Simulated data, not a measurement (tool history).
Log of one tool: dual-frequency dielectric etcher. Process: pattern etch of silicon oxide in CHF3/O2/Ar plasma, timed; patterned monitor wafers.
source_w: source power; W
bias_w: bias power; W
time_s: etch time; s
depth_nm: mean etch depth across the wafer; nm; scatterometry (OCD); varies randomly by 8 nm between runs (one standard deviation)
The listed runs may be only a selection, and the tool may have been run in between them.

run,hour,source_w,bias_w,time_s,depth_nm
1,0,710,119,779,1428.2
2,5.9,710,135,779,1492.5
3,9.2,710,135,813,1556.4
4,13.3,650,130,810,1484.7
5,18.7,770,130,810,1580.4
6,26.6,710,124,807,1505.9
7,29.8,660,121,805.5,1452.6
8,33.9,620,119,804.5,1434.5
9,40.8,590,115,801.5,1378.3

Run 10 has not been measured yet. What should we expect?
10,43,560,114,801,?

{"run 10": {"depth_nm": 1329.7}}

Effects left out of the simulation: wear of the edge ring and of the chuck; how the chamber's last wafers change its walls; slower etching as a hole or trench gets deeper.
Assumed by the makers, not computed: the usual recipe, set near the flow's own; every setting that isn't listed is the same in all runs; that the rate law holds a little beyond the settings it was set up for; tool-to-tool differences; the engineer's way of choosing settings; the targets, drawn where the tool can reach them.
